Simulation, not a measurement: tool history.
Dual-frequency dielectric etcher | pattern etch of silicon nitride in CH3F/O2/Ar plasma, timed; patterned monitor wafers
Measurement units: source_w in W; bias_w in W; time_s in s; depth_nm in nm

| run | hour | source_w | bias_w | time_s | depth_nm |
|---|---|---|---|---|---|
| 1 | 0.0 | 550 | 93 | 44.5 | 39.309 |
| 2 | 2.5 | 530 | 92 | 44.5 | 38.368 |
| 3 | 3.0 | 530 | 106 | 44.5 | 40.372 |
| 4 | 3.5 | 530 | 99 | 44.5 | 39.197 |
| 5 | 5.4 | 510 | 99 | 44.5 | 38.676 |
| 6 | 9.5 | 510 | 99 | 44.5 | 38.334 |
| 7 | 17.2 | 400 | 96 | 44.5 | 32.022 |

Run 8, settings as shown, results not yet in. Your forecast:
| 8 | 24.9 | 410 | 96 | 44.5 | ? |

depth_nm: 32.762 nm

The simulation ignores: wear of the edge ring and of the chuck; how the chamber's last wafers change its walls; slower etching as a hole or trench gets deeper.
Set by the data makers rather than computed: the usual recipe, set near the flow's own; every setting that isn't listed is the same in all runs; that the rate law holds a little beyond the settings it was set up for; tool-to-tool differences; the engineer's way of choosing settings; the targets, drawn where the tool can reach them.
